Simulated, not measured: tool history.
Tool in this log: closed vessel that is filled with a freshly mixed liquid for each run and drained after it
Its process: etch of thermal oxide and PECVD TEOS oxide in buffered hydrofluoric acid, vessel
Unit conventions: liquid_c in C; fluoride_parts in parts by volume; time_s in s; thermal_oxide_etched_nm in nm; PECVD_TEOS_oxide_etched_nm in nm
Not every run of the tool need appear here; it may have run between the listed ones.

run    day  liquid_c  fluoride_parts  time_s  thermal_oxide_etched_nm  PECVD_TEOS_oxide_etched_nm
  1      0        22             7.5      60                   79.561                      109.76
  2  0.208      18.5             7.5      60                   64.956                      89.303
  3  0.338        17             7.5      60                   60.112                      82.217
  4  0.688      17.5             7.5      60                   61.783                      84.344
  5  0.883        17             7.5      60                   60.128                      81.761
  6  1.088      17.5             7.5      60                   61.858                      84.217
  7  1.417        18             7.5      60                    63.69                      87.351
  8  1.596      18.5             7.5      60                   65.104                      90.212
  9  1.942        19             7.5      60                    67.06                      93.448

Expected results for the next run?
 10  2.258      19.5             7.5      60                        ?                           ?

{"run 10": {"thermal_oxide_etched_nm": 69.433, "PECVD_TEOS_oxide_etched_nm": 94.923}}
